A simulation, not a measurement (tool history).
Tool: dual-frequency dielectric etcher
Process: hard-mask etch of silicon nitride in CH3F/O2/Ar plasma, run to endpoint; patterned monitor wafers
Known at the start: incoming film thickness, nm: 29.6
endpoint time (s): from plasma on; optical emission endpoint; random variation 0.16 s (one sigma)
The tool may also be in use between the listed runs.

Run 1, hour 0: source power (W) 540, bias power (W) 60. Result: endpoint time (s) 42.162.
Run 2, hour 6.3: source power (W) 540, bias power (W) 69. Result: endpoint time (s) 40.46.
Run 3, hour 7.4: source power (W) 500, bias power (W) 69. Result: endpoint time (s) 41.749.
Run 4, hour 14.8: source power (W) 460, bias power (W) 69. Result: endpoint time (s) 43.205.
At hour 22.2: bias power generator calibrated.
Run 5, hour 22.2: source power (W) 510, bias power (W) 69. Result: endpoint time (s) 41.06.
Run 6, hour 23.7: source power (W) 610, bias power (W) 69. Result: endpoint time (s) 38.125.
Run 7, hour 25.6: source power (W) 580, bias power (W) 67. Result: endpoint time (s) 39.314.
Run 8, hour 33.8: source power (W) 470, bias power (W) 55. Result: endpoint time (s) 45.485.
Run 9, hour 39.9: source power (W) 450, bias power (W) 54. Result: endpoint time (s) 46.396.
Run 10, hour 44.9: source power (W) 440, bias power (W) 54. Result: endpoint time (s) 46.679.
Run 11, hour 53.5: source power (W) 430, bias power (W) 54. Result: endpoint time (s) 47.265.
Run 12, hour 58.5: source power (W) 330, bias power (W) 51. Result: endpoint time (s) 53.826.

Run 13 comes next. What will it give?
Run 13, hour 67.4: source power (W) 340, bias power (W) 51. Result: endpoint time (s) ?.

Run 13 gave endpoint time (s) 53.118.

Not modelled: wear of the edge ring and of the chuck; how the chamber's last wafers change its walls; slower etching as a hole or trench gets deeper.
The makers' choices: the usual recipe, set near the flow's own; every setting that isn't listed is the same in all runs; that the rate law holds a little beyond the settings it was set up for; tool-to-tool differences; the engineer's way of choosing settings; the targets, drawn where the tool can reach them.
